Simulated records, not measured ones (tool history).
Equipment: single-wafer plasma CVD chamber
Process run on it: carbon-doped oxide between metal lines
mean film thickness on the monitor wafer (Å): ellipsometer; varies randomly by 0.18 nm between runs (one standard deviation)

run  hour  heater temperature setpoint (K)  chamber pressure (Torr)  RF power (kW)  deposition time (s)  mean film thickness on the monitor wafer (Å)
  1     0                           608.15                     5.91          0.395                 10.8                                        530.68
  2   7.3                           608.15                     5.39          0.395                 10.8                                        524.33
  3  14.9                           616.15                     5.39          0.395                 10.8                                        512.91
  4    18                           616.15                     4.58          0.395                 10.8                                        505.19
  5  23.8                           626.15                     4.58          0.395                 10.8                                        485.07
  6  24.4                           626.15                        4          0.395                 10.8                                        485.42
     32.1  -- capacitance manometer re-zeroed and calibrated
  7  32.1                           627.15                     3.98           0.38                 10.8                                        468.57
  8  36.5                           628.15                     3.96           0.37                 10.8                                         461.8
  9  39.2                           629.15                     3.94           0.36                 10.8                                           451
 10  47.3                           631.15                     3.71          0.315                 10.7                                        400.08
 11  48.3                           630.15                     3.76          0.315                 10.7                                        403.98
 12  53.6                           629.15                     3.79          0.315                 10.7                                        404.54
 13  57.5                           628.15                     3.82          0.315                 10.7                                        405.68

What will run 14 give?
 14  64.4                           627.15                     3.85          0.315                 10.7                                             ?

Run 14 produced mean film thickness on the monitor wafer (Å) 406.93.
